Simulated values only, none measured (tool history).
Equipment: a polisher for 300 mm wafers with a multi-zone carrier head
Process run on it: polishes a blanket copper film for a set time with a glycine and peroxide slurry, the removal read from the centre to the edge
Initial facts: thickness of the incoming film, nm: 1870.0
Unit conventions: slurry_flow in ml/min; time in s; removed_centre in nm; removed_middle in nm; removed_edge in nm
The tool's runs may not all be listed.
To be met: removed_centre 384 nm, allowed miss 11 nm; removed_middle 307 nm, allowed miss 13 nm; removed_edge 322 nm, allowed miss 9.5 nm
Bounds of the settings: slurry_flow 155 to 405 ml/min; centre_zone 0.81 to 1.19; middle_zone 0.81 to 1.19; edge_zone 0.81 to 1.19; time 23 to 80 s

| run | day | slurry_flow | centre_zone | middle_zone | edge_zone | time | removed_centre | removed_middle | removed_edge |
|---|---|---|---|---|---|---|---|---|---|
| 1 | 0 | 260 | 1 | 1 | 1 | 51 | 357.69 | 357.56 | 359.49 |
| 2 | 0.133 | 225 | 1 | 1 | 1 | 51 | 349.73 | 347.56 | 359.52 |
| 3 | 0.404 | 260 | 1 | 1 | 1 | 51 | 358.44 | 367.73 | 364.59 |
| 4 | 0.758 | 255 | 1.02 | 0.99 | 0.98 | 51 | 361.25 | 352.54 | 361.76 |
|  | 0.946 | slurry nozzle cleaned |
| 5 | 0.946 | 255 | 0.94 | 0.99 | 0.98 | 51 | 355.91 | 382.82 | 371.73 |
| 6 | 1.275 | 250 | 0.97 | 0.99 | 0.96 | 51 | 357.64 | 371.04 | 367.74 |
| 7 | 1.329 | 255 | 1 | 0.99 | 0.94 | 51 | 377.59 | 374.51 | 362.43 |
| 8 | 1.704 | 250 | 1.02 | 0.99 | 0.94 | 51 | 383.06 | 376.37 | 365.64 |
| 9 | 2.025 | 250 | 1.04 | 0.99 | 0.94 | 50 | 377.29 | 373.8 | 357.32 |
| 10 | 2.308 | 250 | 1.06 | 0.97 | 0.94 | 49 | 382.29 | 358.95 | 355.23 |
| 11 | 2.404 | 250 | 1.08 | 0.96 | 0.94 | 48 | 380.77 | 343.26 | 342.32 |

Next run, 4 choices. One meets every target within its allowed miss, the rest don't. Which?
| A | 2.5 | 255 | 1.1 | 1.03 | 0.86 | 46 | ? | ? | ? |
| B | 2.5 | 270 | 1.09 | 1.01 | 0.91 | 48 | ? | ? | ? |
| C | 2.5 | 255 | 1.12 | 0.87 | 0.88 | 46 | ? | ? | ? |
| D | 2.5 | 280 | 0.95 | 1.02 | 0.96 | 54 | ? | ? | ? |

| move | removed_centre | removed_middle | removed_edge |
|---|---|---|---|
| A | 376.28 | 351.19 | 314.36 |
| B | 391.55 | 362.51 | 338.14 |
| C | 382.62 | 304.89 | 318.33 |
| D | 386.08 | 412.96 | 391.03 |
A: misses by more than the last run did
B: misses by more than the last run did
C: in spec on every target
D: misses by more than the last run did
C is the move that brings every result within its allowed miss.

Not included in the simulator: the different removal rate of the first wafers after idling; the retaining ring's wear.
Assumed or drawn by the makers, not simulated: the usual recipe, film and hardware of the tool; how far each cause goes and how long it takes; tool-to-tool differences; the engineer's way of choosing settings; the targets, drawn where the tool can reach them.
